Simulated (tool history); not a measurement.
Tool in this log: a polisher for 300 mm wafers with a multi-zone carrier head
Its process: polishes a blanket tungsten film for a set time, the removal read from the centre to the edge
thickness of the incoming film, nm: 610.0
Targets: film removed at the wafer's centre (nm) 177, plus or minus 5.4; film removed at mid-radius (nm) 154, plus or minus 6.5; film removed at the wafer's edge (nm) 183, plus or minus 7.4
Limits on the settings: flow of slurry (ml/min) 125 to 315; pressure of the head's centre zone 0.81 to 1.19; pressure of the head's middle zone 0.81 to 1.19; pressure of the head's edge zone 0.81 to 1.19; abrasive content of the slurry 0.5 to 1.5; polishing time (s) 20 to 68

run	hour	flow of slurry (ml/min)	pressure of the head's centre zone	pressure of the head's middle zone	pressure of the head's edge zone	abrasive content of the slurry	polishing time (s)	film removed at the wafer's centre (nm)	film removed at mid-radius (nm)	film removed at the wafer's edge (nm)
1	0	205	1	1	1	1	44	180.78	182.67	186.33
2	4.8	195	1	0.97	1	1	44	182.12	181.99	183.8
3	8.5	205	1	0.93	1.04	0.95	44	179.28	167.84	185.69
4	15.7	205	1	0.93	1.04	0.95	48	197.18	184.71	195.1
5	21.4	205	1	0.93	0.99	0.95	48	197.42	187.86	198.27
6	30.2	200	0.99	0.91	1	0.9	48	188.74	178.62	195.5
7	37.1	195	1	0.89	1	0.85	48	189.73	170.28	194.3
8	45.3	195	1	0.89	1	0.8	48	186.71	166.73	186.78
9	53	190	1	0.88	1	0.8	48	187.68	166.6	185.3
10	54.2	185	0.99	0.86	1	0.8	48	184.52	163.71	188.37
11	62.3	185	0.99	0.86	1	0.8	48	183.07	164.16	187.55

5 candidate next runs follow, results not yet known. Just one meets every target within its allowed miss. Identify it.
A	70.4	185	1.02	0.92	1.02	0.85	47	?	?	?
B	70.4	140	1.02	0.87	1.07	0.85	46	?	?	?
C	70.4	185	0.98	0.88	1	0.85	48	?	?	?
D	70.4	190	0.97	0.92	0.93	0.75	49	?	?	?
E	70.4	175	1.03	1.05	0.98	0.8	47	?	?	?

move	film removed at the wafer's centre (nm)	film removed at mid-radius (nm)	film removed at the wafer's edge (nm)
A	188.59	170.2	189.49
B	176.93	153.24	184.87
C	184.94	167.62	191.77
D	181.2	172.02	183.04
E	185.99	185.58	181.51
A: further off than the last run
B: all results land within tolerance of their targets
C: further off than the last run
D: further off than the last run
E: further off than the last run
The move that meets every target is B.

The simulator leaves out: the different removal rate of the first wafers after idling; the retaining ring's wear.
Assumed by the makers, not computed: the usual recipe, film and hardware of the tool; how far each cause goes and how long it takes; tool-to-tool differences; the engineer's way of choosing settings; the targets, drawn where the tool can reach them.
